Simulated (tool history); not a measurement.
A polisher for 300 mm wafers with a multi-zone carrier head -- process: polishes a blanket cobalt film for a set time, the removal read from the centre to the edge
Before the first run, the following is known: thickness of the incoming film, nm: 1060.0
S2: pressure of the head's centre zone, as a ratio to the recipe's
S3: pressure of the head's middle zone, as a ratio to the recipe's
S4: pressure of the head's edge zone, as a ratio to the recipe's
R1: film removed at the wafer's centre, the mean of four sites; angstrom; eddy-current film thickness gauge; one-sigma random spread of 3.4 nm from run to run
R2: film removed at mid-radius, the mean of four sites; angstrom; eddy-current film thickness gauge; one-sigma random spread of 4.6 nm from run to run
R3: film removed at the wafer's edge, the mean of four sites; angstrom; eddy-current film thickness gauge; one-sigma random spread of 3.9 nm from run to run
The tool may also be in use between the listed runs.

Run 1, hour 0.0: flow of slurry (ml/min) 290, S2 1.00, S3 1.00, S4 1.00, polishing time (s) 85. Result: R1 2990.1 angstrom, R2 2954.9 angstrom, R3 2929.2 angstrom.
Run 2, hour 2.3: flow of slurry (ml/min) 290, S2 0.99, S3 1.00, S4 1.02, polishing time (s) 88. Result: R1 3024.9 angstrom, R2 3055.9 angstrom, R3 3037.0 angstrom.
Run 3, hour 8.8: flow of slurry (ml/min) 290, S2 0.99, S3 1.03, S4 1.02, polishing time (s) 88. Result: R1 3047.1 angstrom, R2 3096.4 angstrom, R3 3081.0 angstrom.
Run 4, hour 12.6: flow of slurry (ml/min) 290, S2 0.99, S3 1.03, S4 0.98, polishing time (s) 88. Result: R1 3022.3 angstrom, R2 3121.9 angstrom, R3 3035.0 angstrom.
Run 5, hour 13.5: flow of slurry (ml/min) 290, S2 0.98, S3 1.03, S4 1.00, polishing time (s) 91. Result: R1 3134.1 angstrom, R2 3274.5 angstrom, R3 3137.0 angstrom.
Run 6, hour 18.8: flow of slurry (ml/min) 355, S2 0.98, S3 1.03, S4 1.00, polishing time (s) 91. Result: R1 3213.4 angstrom, R2 3305.6 angstrom, R3 3187.7 angstrom.

Run 7, settings as shown, results not yet in. Your forecast:
Run 7, hour 26.7: flow of slurry (ml/min) 350, S2 0.97, S3 1.03, S4 1.02, polishing time (s) 93. Result: R1 ?, R2 ?, R3 ?.

R1: 3214.6 angstrom
R2: 3342.8 angstrom
R3: 3341.2 angstrom

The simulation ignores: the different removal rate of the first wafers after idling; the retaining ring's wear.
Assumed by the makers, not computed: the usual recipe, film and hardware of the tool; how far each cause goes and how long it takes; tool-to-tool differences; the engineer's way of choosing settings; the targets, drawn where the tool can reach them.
